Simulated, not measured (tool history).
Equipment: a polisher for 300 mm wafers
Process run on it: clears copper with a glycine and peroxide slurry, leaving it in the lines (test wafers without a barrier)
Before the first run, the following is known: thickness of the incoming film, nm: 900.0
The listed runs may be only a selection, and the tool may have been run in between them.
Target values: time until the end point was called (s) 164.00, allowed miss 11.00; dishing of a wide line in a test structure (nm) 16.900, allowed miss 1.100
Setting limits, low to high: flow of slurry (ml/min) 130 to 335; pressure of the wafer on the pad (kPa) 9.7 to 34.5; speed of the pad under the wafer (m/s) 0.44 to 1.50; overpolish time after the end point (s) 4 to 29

run,day,flow of slurry (ml/min),pressure of the wafer on the pad (kPa),speed of the pad under the wafer (m/s),overpolish time after the end point (s),time until the end point was called (s),dishing of a wide line in a test structure (nm)
1,0.000,215,22.1,0.96,15,125.98,34.917
2,0.292,200,20.0,1.00,13,135.65,31.444
3,0.604,200,24.1,1.00,13,112.73,32.790
4,0.954,190,22.1,1.06,12,120.08,32.109
5,1.229,180,20.0,1.10,11,126.77,30.091
# day 1.338: slurry nozzle cleaned
6,1.338,170,18.6,1.14,10,132.39,28.223
7,1.483,165,17.2,1.18,9,133.15,26.968
8,1.696,160,15.9,1.20,8,146.69,24.310
9,1.908,155,15.2,1.24,7,147.90,22.361
10,2.271,130,9.7,1.46,4,199.43,12.490
11,2.550,130,9.7,1.46,4,203.30,12.089
12,2.704,145,10.3,1.44,4,184.03,13.041
13,2.879,150,11.0,1.42,4,178.50,13.455
14,3.104,150,11.7,1.40,4,167.90,13.415
15,3.138,150,11.7,1.38,4,172.53,13.713
16,3.188,150,11.7,1.36,4,169.99,13.556
17,3.471,150,11.7,1.34,4,171.98,13.277
18,3.567,145,11.7,1.34,4,171.45,13.560

Exactly one of the 5 candidate moves below puts every result within its allowed miss. Which one?
A,3.662,135,11.7,1.14,7,?,?
B,3.662,135,13.1,1.34,5,?,?
C,3.662,145,13.8,1.24,4,?,?
D,3.662,135,12.4,1.16,4,?,?
E,3.662,145,11.7,1.38,4,?,?

move,time until the end point was called (s),dishing of a wide line in a test structure (nm)
A,201.00,19.469
B,168.39,17.251
C,167.40,14.671
D,190.63,13.274
E,178.85,13.913
A: the result that was furthest off in the last run now lies on the other side of its target
B: all results land within tolerance of their targets
C: better than the last run, though not everything is in spec
D: misses by more than the last run did
E: better than the last run, though not everything is in spec
Move B is the one to make.

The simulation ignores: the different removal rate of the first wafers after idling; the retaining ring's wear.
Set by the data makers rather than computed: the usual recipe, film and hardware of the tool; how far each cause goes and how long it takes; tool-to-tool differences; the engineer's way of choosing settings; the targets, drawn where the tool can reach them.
